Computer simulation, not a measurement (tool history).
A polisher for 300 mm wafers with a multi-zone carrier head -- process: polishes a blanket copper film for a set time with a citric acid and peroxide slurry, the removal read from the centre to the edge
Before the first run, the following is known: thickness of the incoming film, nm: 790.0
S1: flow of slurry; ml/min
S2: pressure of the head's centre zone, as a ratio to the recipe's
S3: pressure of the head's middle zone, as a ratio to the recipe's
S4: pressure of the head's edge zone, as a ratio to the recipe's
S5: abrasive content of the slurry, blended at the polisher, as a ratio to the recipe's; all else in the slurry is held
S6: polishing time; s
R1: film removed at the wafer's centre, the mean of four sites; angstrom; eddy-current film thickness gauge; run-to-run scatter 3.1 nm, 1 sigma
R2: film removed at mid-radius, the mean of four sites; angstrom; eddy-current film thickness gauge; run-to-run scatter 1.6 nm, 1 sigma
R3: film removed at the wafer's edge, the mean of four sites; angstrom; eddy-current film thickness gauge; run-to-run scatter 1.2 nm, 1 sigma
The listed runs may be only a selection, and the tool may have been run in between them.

Run 1, hour 0: S1 210 ml/min, S2 1, S3 1, S4 1, S5 1, S6 83 s. Result: R1 2083.8 angstrom, R2 2070.5 angstrom, R3 2050.1 angstrom.
Run 2, hour 1.6: S1 205 ml/min, S2 1.01, S3 1.01, S4 0.98, S5 1, S6 83 s. Result: R1 2069.9 angstrom, R2 2118.5 angstrom, R3 2012.8 angstrom.
Run 3, hour 4.9: S1 205 ml/min, S2 1.01, S3 1.01, S4 0.98, S5 1, S6 100 s. Result: R1 2568.2 angstrom, R2 2540 angstrom, R3 2433.2 angstrom.
Run 4, hour 7.3: S1 200 ml/min, S2 1.01, S3 1.01, S4 0.96, S5 0.95, S6 99 s. Result: R1 2398.7 angstrom, R2 2456.2 angstrom, R3 2321.2 angstrom.
Run 5, hour 10.4: S1 200 ml/min, S2 1.01, S3 1.01, S4 0.96, S5 1.15, S6 99 s. Result: R1 2532.8 angstrom, R2 2624 angstrom, R3 2467.8 angstrom.
Run 6, hour 17: S1 165 ml/min, S2 1.01, S3 1.01, S4 0.96, S5 1.15, S6 99 s. Result: R1 2496.8 angstrom, R2 2554.1 angstrom, R3 2437.5 angstrom.
Run 7, hour 18.8: S1 165 ml/min, S2 1.01, S3 1.01, S4 0.96, S5 1.15, S6 99 s. Result: R1 2541 angstrom, R2 2539.5 angstrom, R3 2455.3 angstrom.
Run 8, hour 24.7: S1 175 ml/min, S2 1.05, S3 1.06, S4 0.86, S5 0.9, S6 89 s. Result: R1 2143.3 angstrom, R2 2235.9 angstrom, R3 1918.3 angstrom.
Run 9, hour 25.8: S1 170 ml/min, S2 1.05, S3 1.06, S4 0.85, S5 0.9, S6 89 s. Result: R1 2128.7 angstrom, R2 2234 angstrom, R3 1913.5 angstrom.

What will run 10 give?
At hour 29.1: worn pad replaced by a new one.
Run 10, hour 29.1: S1 160 ml/min, S2 1.06, S3 1.04, S4 0.83, S5 0.9, S6 89 s. Result: R1 ?, R2 ?, R3 ?.

R1: 2282.9 angstrom
R2: 2382.3 angstrom
R3: 2032 angstrom
